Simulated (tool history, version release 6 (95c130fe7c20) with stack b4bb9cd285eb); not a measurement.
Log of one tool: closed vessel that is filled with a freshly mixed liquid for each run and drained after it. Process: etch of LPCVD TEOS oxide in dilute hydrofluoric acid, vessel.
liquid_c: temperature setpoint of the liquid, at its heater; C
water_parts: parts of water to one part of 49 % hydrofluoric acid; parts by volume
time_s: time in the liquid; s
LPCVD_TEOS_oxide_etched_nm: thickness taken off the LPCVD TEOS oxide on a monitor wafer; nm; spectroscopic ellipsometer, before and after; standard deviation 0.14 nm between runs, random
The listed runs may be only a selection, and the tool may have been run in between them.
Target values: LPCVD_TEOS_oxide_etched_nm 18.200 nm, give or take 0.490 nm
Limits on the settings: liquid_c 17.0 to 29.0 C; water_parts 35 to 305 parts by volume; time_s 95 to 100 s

run 1 hour=0.0 | liquid_c=21.0 water_parts=170 time_s=95 | LPCVD_TEOS_oxide_etched_nm=16.960
run 2 hour=3.3 | liquid_c=21.0 water_parts=220 time_s=95 | LPCVD_TEOS_oxide_etched_nm=12.598
run 3 hour=4.7 | liquid_c=22.5 water_parts=220 time_s=95 | LPCVD_TEOS_oxide_etched_nm=13.011
run 4 hour=6.0 | liquid_c=25.0 water_parts=220 time_s=95 | LPCVD_TEOS_oxide_etched_nm=14.293
run 5 hour=11.4 | liquid_c=23.0 water_parts=220 time_s=95 | LPCVD_TEOS_oxide_etched_nm=13.419
run 6 hour=18.8 | liquid_c=24.0 water_parts=215 time_s=95 | LPCVD_TEOS_oxide_etched_nm=14.248
run 7 hour=25.3 | liquid_c=25.0 water_parts=210 time_s=95 | LPCVD_TEOS_oxide_etched_nm=15.178
-- hour=29.5 hydrofluoric acid flow meter replaced
run 8 hour=29.5 | liquid_c=25.5 water_parts=210 time_s=95 | LPCVD_TEOS_oxide_etched_nm=13.410

Exercise: of the 5 proposed moves below, exactly one satisfies all targets within the stated allowed misses. Which move is it?
run A hour=33.7 | liquid_c=29.0 water_parts=195 time_s=95 | LPCVD_TEOS_oxide_etched_nm=?
run B hour=33.7 | liquid_c=23.5 water_parts=170 time_s=100 | LPCVD_TEOS_oxide_etched_nm=?
run C hour=33.7 | liquid_c=23.0 water_parts=160 time_s=100 | LPCVD_TEOS_oxide_etched_nm=?
run D hour=33.7 | liquid_c=26.5 water_parts=155 time_s=100 | LPCVD_TEOS_oxide_etched_nm=?
run E hour=33.7 | liquid_c=17.0 water_parts=140 time_s=100 | LPCVD_TEOS_oxide_etched_nm=?

move=A LPCVD_TEOS_oxide_etched_nm=16.934
move=B LPCVD_TEOS_oxide_etched_nm=17.218
move=C LPCVD_TEOS_oxide_etched_nm=18.148
move=D LPCVD_TEOS_oxide_etched_nm=21.502
move=E LPCVD_TEOS_oxide_etched_nm=16.679
A: nearer than the last run, and not there yet
B: nearer than the last run, and not there yet
C: all results land within tolerance of their targets
D: carries the result that was furthest off beyond its target, to the other side
E: nearer than the last run, and not there yet
The right move is C.
